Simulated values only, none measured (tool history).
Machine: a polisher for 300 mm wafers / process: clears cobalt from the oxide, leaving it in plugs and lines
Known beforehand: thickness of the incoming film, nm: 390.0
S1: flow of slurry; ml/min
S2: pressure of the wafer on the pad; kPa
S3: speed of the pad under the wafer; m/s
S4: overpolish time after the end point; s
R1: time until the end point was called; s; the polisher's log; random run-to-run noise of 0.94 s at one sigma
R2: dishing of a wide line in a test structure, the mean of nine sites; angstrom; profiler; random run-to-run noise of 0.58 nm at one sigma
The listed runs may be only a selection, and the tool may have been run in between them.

{"run": 1, "day": 0.0, "S1": 135, "S2": 9.0, "S3": 1.22, "S4": 21, "R1": 87.592, "R2": 473.95}
{"run": 2, "day": 0.317, "S1": 135, "S2": 9.0, "S3": 1.22, "S4": 20, "R1": 87.195, "R2": 457.68}
{"run": 3, "day": 0.688, "S1": 125, "S2": 7.6, "S3": 1.22, "S4": 18, "R1": 106.52, "R2": 385.67}
{"run": 4, "day": 0.933, "S1": 120, "S2": 7.6, "S3": 1.22, "S4": 19, "R1": 105.4, "R2": 414.05}
{"run": 5, "day": 1.242, "S1": 120, "S2": 7.6, "S3": 1.22, "S4": 11, "R1": 104.13, "R2": 293.89}
{"run": 6, "day": 1.588, "S1": 120, "S2": 7.6, "S3": 1.22, "S4": 12, "R1": 106.2, "R2": 310.1}

What will run 7 give?
{"run": 7, "day": 1.646, "S1": 120, "S2": 7.6, "S3": 1.22, "S4": 13, "R1": "?", "R2": "?"}

{"run 7": {"R1": 106.83, "R2": 326.96}}

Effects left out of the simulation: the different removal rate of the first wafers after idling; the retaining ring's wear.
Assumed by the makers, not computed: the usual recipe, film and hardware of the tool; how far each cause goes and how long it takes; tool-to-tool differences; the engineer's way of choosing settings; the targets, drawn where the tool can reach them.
